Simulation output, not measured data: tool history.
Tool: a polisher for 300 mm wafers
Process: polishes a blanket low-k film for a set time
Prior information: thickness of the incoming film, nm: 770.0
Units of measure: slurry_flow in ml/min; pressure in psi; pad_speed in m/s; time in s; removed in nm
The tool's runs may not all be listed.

run 1 hour=0.0 | slurry_flow=285 pressure=2.2 pad_speed=0.88 slurry_solids=1.0 time=93 | removed=31.669
run 2 hour=6.2 | slurry_flow=235 pressure=2.2 pad_speed=0.88 slurry_solids=1.0 time=93 | removed=31.168
run 3 hour=13.7 | slurry_flow=235 pressure=2.6 pad_speed=0.88 slurry_solids=1.0 time=93 | removed=35.796
run 4 hour=17.9 | slurry_flow=235 pressure=2.7 pad_speed=0.90 slurry_solids=1.0 time=93 | removed=37.992
run 5 hour=20.7 | slurry_flow=235 pressure=2.8 pad_speed=0.92 slurry_solids=1.0 time=93 | removed=39.809
run 6 hour=21.4 | slurry_flow=260 pressure=2.8 pad_speed=0.92 slurry_solids=1.0 time=93 | removed=41.380
run 7 hour=29.0 | slurry_flow=265 pressure=2.9 pad_speed=0.92 slurry_solids=1.0 time=93 | removed=42.444
run 8 hour=36.2 | slurry_flow=265 pressure=3.0 pad_speed=0.94 slurry_solids=1.0 time=93 | removed=43.542
run 9 hour=43.7 | slurry_flow=265 pressure=3.0 pad_speed=0.94 slurry_solids=1.0 time=93 | removed=43.788

Run 10 has not been measured yet. What should we expect?
run 10 hour=50.6 | slurry_flow=265 pressure=3.1 pad_speed=0.96 slurry_solids=1.0 time=93 | removed=?

removed: 45.295 nm

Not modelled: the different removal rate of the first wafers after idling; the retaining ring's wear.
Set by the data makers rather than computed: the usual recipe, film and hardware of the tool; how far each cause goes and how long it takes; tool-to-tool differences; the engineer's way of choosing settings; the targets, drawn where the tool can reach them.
